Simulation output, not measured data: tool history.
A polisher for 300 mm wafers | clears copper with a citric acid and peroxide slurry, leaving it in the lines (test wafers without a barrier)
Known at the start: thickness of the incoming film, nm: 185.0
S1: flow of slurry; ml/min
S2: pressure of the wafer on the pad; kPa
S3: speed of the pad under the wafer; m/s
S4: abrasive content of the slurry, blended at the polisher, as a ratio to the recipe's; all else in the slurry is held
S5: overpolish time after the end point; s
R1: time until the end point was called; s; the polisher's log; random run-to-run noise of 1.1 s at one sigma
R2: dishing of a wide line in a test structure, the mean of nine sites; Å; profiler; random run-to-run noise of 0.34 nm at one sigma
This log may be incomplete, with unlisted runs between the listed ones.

run 1 hour=0.0 | S1=230 S2=23.4 S3=0.98 S4=1.00 S5=18 | R1=66.625 R2=359.67
run 2 hour=0.6 | S1=230 S2=19.3 S3=0.98 S4=1.00 S5=18 | R1=75.649 R2=310.45
run 3 hour=3.1 | S1=230 S2=20.0 S3=1.00 S4=1.00 S5=15 | R1=73.865 R2=280.08
run 4 hour=9.3 | S1=230 S2=20.0 S3=1.02 S4=1.00 S5=13 | R1=72.863 R2=244.91
run 5 hour=9.9 | S1=230 S2=20.0 S3=1.02 S4=0.90 S5=13 | R1=77.037 R2=246.43
run 6 hour=18.7 | S1=230 S2=23.4 S3=1.02 S4=0.90 S5=13 | R1=66.117 R2=258.02
run 7 hour=23.4 | S1=230 S2=24.1 S3=1.02 S4=0.90 S5=12 | R1=66.292 R2=247.08
run 8 hour=28.2 | S1=230 S2=24.1 S3=1.02 S4=0.90 S5=11 | R1=64.047 R2=234.40
run 9 hour=31.3 | S1=230 S2=24.1 S3=1.02 S4=0.90 S5=10 | R1=64.650 R2=221.48
run 10 hour=33.9 | S1=230 S2=23.4 S3=1.02 S4=0.90 S5=7 | R1=65.392 R2=152.30
run 11 hour=39.1 | S1=225 S2=23.4 S3=1.04 S4=0.85 S5=7 | R1=67.762 R2=154.19
run 12 hour=43.5 | S1=235 S2=23.4 S3=1.04 S4=0.85 S5=7 | R1=64.785 R2=150.26
run 13 hour=45.0 | S1=220 S2=24.1 S3=1.04 S4=0.85 S5=7 | R1=63.824 R2=152.74
run 14 hour=53.9 | S1=235 S2=24.1 S3=1.04 S4=0.85 S5=7 | R1=64.834 R2=161.49

What will run 15 give?
run 15 hour=55.8 | S1=240 S2=24.1 S3=1.04 S4=0.85 S5=8 | R1=? R2=?

{"run 15": {"R1": 63.453, "R2": 178.06}}

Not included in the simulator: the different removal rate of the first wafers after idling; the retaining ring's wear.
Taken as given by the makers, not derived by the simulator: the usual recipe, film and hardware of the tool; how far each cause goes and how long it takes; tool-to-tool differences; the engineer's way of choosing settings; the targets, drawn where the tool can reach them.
